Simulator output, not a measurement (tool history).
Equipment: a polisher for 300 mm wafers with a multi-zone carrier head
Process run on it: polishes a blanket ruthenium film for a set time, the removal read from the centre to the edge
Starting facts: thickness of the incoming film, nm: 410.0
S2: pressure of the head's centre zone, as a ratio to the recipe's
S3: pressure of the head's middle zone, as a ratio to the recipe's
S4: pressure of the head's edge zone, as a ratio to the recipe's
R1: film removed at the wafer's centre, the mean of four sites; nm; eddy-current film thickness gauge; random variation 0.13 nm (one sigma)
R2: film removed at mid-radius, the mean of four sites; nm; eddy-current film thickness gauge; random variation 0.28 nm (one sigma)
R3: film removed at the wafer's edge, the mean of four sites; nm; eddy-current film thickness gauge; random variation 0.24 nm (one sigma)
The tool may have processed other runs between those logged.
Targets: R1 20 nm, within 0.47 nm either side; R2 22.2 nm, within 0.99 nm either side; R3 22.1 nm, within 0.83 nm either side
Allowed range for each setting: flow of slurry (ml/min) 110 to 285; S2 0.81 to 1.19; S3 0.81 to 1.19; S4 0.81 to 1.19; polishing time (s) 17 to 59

Run 1, hour 0: flow of slurry (ml/min) 180, S2 1, S3 1, S4 1, polishing time (s) 38. Result: R1 36.821 nm, R2 37.406 nm, R3 37.529 nm.
Run 2, hour 5.2: flow of slurry (ml/min) 170, S2 0.96, S3 0.98, S4 0.95, polishing time (s) 32. Result: R1 29.537 nm, R2 31.028 nm, R3 30.838 nm.
Run 3, hour 8.8: flow of slurry (ml/min) 215, S2 0.96, S3 0.98, S4 0.95, polishing time (s) 32. Result: R1 30.417 nm, R2 31.86 nm, R3 31.014 nm.
Run 4, hour 9.8: flow of slurry (ml/min) 215, S2 1.03, S3 0.98, S4 0.95, polishing time (s) 32. Result: R1 32.821 nm, R2 31.341 nm, R3 31.595 nm.
Run 5, hour 16: flow of slurry (ml/min) 210, S2 0.96, S3 0.94, S4 0.92, polishing time (s) 29. Result: R1 27.395 nm, R2 27.809 nm, R3 28.066 nm.
Run 6, hour 18: flow of slurry (ml/min) 240, S2 0.96, S3 0.94, S4 0.92, polishing time (s) 29. Result: R1 28.195 nm, R2 28.381 nm, R3 28.695 nm.
Run 7, hour 19: flow of slurry (ml/min) 225, S2 0.92, S3 0.92, S4 0.88, polishing time (s) 27. Result: R1 24.926 nm, R2 26.096 nm, R3 25.884 nm.
Run 8, hour 27.1: flow of slurry (ml/min) 225, S2 0.92, S3 0.92, S4 0.88, polishing time (s) 27. Result: R1 24.826 nm, R2 25.736 nm, R3 26.132 nm.
Run 9, hour 29.6: flow of slurry (ml/min) 215, S2 0.9, S3 0.92, S4 0.86, polishing time (s) 26. Result: R1 23.083 nm, R2 24.441 nm, R3 25.025 nm.
Run 10, hour 35.8: flow of slurry (ml/min) 215, S2 0.89, S3 0.93, S4 0.84, polishing time (s) 25. Result: R1 22.247 nm, R2 23.644 nm, R3 23.279 nm.
Run 11, hour 38.7: flow of slurry (ml/min) 165, S2 0.84, S3 0.93, S4 0.84, polishing time (s) 25. Result: R1 20.064 nm, R2 22.763 nm, R3 23.036 nm.
Run 12, hour 43.5: flow of slurry (ml/min) 165, S2 0.85, S3 0.93, S4 0.83, polishing time (s) 25. Result: R1 20.732 nm, R2 23.256 nm, R3 22.865 nm.

Next run, 5 choices. One meets every target within its allowed miss, the rest don't. Which?
Run A, hour 48.3: flow of slurry (ml/min) 130, S2 0.87, S3 1, S4 0.81, polishing time (s) 26. Result: R1 ?, R2 ?, R3 ?.
Run B, hour 48.3: flow of slurry (ml/min) 155, S2 0.93, S3 0.93, S4 0.81, polishing time (s) 24. Result: R1 ?, R2 ?, R3 ?.
Run C, hour 48.3: flow of slurry (ml/min) 175, S2 0.86, S3 0.92, S4 0.81, polishing time (s) 24. Result: R1 ?, R2 ?, R3 ?.
Run D, hour 48.3: flow of slurry (ml/min) 165, S2 0.84, S3 1, S4 0.81, polishing time (s) 25. Result: R1 ?, R2 ?, R3 ?.
Run E, hour 48.3: flow of slurry (ml/min) 145, S2 0.96, S3 0.9, S4 0.81, polishing time (s) 24. Result: R1 ?, R2 ?, R3 ?.

move      R1      R2      R3
   A   21.14  23.934  23.277
   B  21.471  21.513  21.901
   C  20.206  21.709  22.165
   D  20.386  23.815  22.937
   E  21.932  20.822   21.76
A: misses by more than the last run did
B: misses by more than the last run did
C: every result within its allowed miss
D: brings the result that was furthest off to its target, and leaves another outside
E: misses by more than the last run did
C meets every target.
